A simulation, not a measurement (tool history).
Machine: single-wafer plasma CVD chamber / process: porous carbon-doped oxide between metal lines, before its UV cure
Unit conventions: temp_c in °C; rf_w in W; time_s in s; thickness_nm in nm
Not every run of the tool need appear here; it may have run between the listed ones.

Run 1, hour 0: temp_c 285 °C, rf_w 615 W, time_s 39.7 s. Result: thickness_nm 236.51 nm.
Run 2, hour 5: temp_c 280 °C, rf_w 635 W, time_s 39.7 s. Result: thickness_nm 246.29 nm.
Run 3, hour 8.3: temp_c 286 °C, rf_w 635 W, time_s 39.7 s. Result: thickness_nm 237.74 nm.
Run 4, hour 9.1: temp_c 290 °C, rf_w 635 W, time_s 39.7 s. Result: thickness_nm 233.55 nm.
Run 5, hour 18.2: temp_c 284 °C, rf_w 655 W, time_s 39.7 s. Result: thickness_nm 247.11 nm.
Run 6, hour 22.4: temp_c 279 °C, rf_w 665 W, time_s 39.7 s. Result: thickness_nm 257.68 nm.
Run 7, hour 30.6: temp_c 267 °C, rf_w 695 W, time_s 39.7 s. Result: thickness_nm 279 nm.

What does the tool deliver on the next run?
Run 8, hour 35.3: temp_c 266 °C, rf_w 700 W, time_s 39.7 s. Result: thickness_nm ?.

{"run 8": {"thickness_nm": 283.2}}
